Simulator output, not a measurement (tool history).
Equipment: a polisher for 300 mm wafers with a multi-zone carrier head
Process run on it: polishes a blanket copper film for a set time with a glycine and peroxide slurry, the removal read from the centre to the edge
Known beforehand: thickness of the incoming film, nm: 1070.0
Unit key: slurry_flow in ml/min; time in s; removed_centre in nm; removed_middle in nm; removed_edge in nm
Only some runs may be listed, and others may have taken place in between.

| run | hour | slurry_flow | centre_zone | middle_zone | edge_zone | time | removed_centre | removed_middle | removed_edge |
|---|---|---|---|---|---|---|---|---|---|
| 1 | 0 | 120 | 1 | 1 | 1 | 63 | 273.16 | 267.53 | 264.69 |
| 2 | 1 | 115 | 1.01 | 0.98 | 0.97 | 63 | 270.26 | 266.01 | 258.32 |
| 3 | 9.8 | 115 | 1.01 | 0.98 | 1.05 | 63 | 269.42 | 268.09 | 271.58 |
| 4 | 12 | 115 | 1.02 | 0.96 | 1.01 | 62 | 271.21 | 256.6 | 262.92 |
| 5 | 17.5 | 115 | 1.03 | 0.95 | 0.98 | 61 | 271.42 | 255.62 | 258.97 |
| 6 | 19.6 | 115 | 1.04 | 0.94 | 0.95 | 60 | 265.94 | 246.03 | 245.06 |

What will run 7 give?
| 7 | 22 | 115 | 1.04 | 0.94 | 0.95 | 60 | ? | ? | ? |

Run 7 gave removed_centre 265.55 nm, removed_middle 250.78 nm, removed_edge 246.37 nm.

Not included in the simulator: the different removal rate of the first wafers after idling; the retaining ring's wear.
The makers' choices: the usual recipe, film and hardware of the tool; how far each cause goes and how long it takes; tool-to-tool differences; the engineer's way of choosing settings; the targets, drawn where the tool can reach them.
